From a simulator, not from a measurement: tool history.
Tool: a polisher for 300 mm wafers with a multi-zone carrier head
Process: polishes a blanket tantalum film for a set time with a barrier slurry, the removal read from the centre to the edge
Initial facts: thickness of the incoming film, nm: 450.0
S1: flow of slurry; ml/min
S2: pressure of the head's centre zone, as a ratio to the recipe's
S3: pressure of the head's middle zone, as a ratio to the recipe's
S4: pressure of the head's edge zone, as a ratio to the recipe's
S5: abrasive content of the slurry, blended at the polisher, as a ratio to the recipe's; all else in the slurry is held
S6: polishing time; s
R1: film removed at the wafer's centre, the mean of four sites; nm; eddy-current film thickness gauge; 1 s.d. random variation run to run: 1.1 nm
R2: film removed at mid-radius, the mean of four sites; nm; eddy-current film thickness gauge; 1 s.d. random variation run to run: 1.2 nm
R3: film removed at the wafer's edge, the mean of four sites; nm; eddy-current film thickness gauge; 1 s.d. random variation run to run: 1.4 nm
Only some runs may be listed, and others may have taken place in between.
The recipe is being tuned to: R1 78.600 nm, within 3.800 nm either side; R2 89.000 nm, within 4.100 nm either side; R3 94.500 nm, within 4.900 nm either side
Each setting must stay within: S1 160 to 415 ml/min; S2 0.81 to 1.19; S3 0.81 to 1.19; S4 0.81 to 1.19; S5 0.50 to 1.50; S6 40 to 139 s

{"run": 1, "hour": 0.0, "S1": 265, "S2": 1.0, "S3": 1.0, "S4": 1.0, "S5": 1.0, "S6": 89, "R1": 103.85, "R2": 100.27, "R3": 101.07}
{"run": 2, "hour": 7.5, "S1": 265, "S2": 1.0, "S3": 1.0, "S4": 1.0, "S5": 1.2, "S6": 89, "R1": 106.83, "R2": 104.34, "R3": 106.05}
{"run": 3, "hour": 14.2, "S1": 260, "S2": 0.97, "S3": 0.99, "S4": 1.0, "S5": 1.15, "S6": 88, "R1": 99.856, "R2": 100.98, "R3": 106.55}
{"run": 4, "hour": 17.7, "S1": 260, "S2": 0.95, "S3": 0.99, "S4": 0.99, "S5": 1.1, "S6": 87, "R1": 97.396, "R2": 97.902, "R3": 103.48}
{"run": 5, "hour": 21.1, "S1": 260, "S2": 0.95, "S3": 0.99, "S4": 0.99, "S5": 1.1, "S6": 102, "R1": 112.77, "R2": 116.25, "R3": 124.58}
{"run": 6, "hour": 24.2, "S1": 260, "S2": 0.93, "S3": 0.99, "S4": 0.99, "S5": 1.0, "S6": 99, "R1": 108.22, "R2": 109.87, "R3": 114.67}
{"run": 7, "hour": 28.0, "S1": 250, "S2": 0.91, "S3": 0.99, "S4": 1.0, "S5": 1.0, "S6": 96, "R1": 100.02, "R2": 105.38, "R3": 112.93}
{"hour": 35.9, "done": "slurry nozzle cleaned"}
{"run": 8, "hour": 35.9, "S1": 250, "S2": 0.82, "S3": 0.96, "S4": 0.91, "S5": 0.75, "S6": 91, "R1": 85.641, "R2": 95.761, "R3": 96.308}
{"run": 9, "hour": 41.7, "S1": 245, "S2": 0.82, "S3": 0.96, "S4": 0.92, "S5": 0.75, "S6": 90, "R1": 83.513, "R2": 92.957, "R3": 96.321}
{"run": 10, "hour": 47.4, "S1": 240, "S2": 0.82, "S3": 0.96, "S4": 0.93, "S5": 0.75, "S6": 90, "R1": 82.638, "R2": 93.532, "R3": 95.003}
{"run": 11, "hour": 49.9, "S1": 235, "S2": 0.82, "S3": 0.95, "S4": 0.94, "S5": 0.75, "S6": 90, "R1": 83.841, "R2": 91.103, "R3": 94.355}
{"run": 12, "hour": 53.8, "S1": 240, "S2": 0.82, "S3": 0.96, "S4": 0.96, "S5": 0.75, "S6": 89, "R1": 82.498, "R2": 92.262, "R3": 95.72}
{"run": 13, "hour": 60.7, "S1": 240, "S2": 0.82, "S3": 0.96, "S4": 0.96, "S5": 0.75, "S6": 89, "R1": 82.916, "R2": 90.931, "R3": 97.48}
{"run": 14, "hour": 62.8, "S1": 235, "S2": 0.82, "S3": 0.97, "S4": 0.96, "S5": 0.75, "S6": 89, "R1": 83.816, "R2": 95.709, "R3": 95.006}

Below are 5 possible settings for the next run. Only one of them brings all results inside the allowed miss of their targets. Which is it?
{"run": "A", "hour": 64.9, "S1": 250, "S2": 0.81, "S3": 0.93, "S4": 0.94, "S5": 1.0, "S6": 80, "R1": "?", "R2": "?", "R3": "?"}
{"run": "B", "hour": 64.9, "S1": 160, "S2": 0.97, "S3": 0.93, "S4": 1.02, "S5": 0.9, "S6": 83, "R1": "?", "R2": "?", "R3": "?"}
{"run": "C", "hour": 64.9, "S1": 280, "S2": 0.86, "S3": 0.99, "S4": 0.98, "S5": 0.8, "S6": 85, "R1": "?", "R2": "?", "R3": "?"}
{"run": "D", "hour": 64.9, "S1": 260, "S2": 0.94, "S3": 0.92, "S4": 0.93, "S5": 0.7, "S6": 89, "R1": "?", "R2": "?", "R3": "?"}
{"run": "E", "hour": 64.9, "S1": 205, "S2": 0.93, "S3": 0.91, "S4": 1.02, "S5": 0.85, "S6": 84, "R1": "?", "R2": "?", "R3": "?"}

move=A R1=77.849 R2=87.266 R3=93.528
move=B R1=83.555 R2=82.284 R3=93.449
move=C R1=82.977 R2=93.537 R3=96.665
move=D R1=88.823 R2=88.092 R3=94.747
move=E R1=84.569 R2=84.089 R3=96.155
A: every result lands within tolerance
B: moves the result that the last run missed by most past its target, out the other side
C: closer than the last run, but not yet in spec
D: brings the result that was furthest off to its target, and leaves another outside
E: moves the result that the last run missed by most past its target, out the other side
Go with A: it meets all targets.

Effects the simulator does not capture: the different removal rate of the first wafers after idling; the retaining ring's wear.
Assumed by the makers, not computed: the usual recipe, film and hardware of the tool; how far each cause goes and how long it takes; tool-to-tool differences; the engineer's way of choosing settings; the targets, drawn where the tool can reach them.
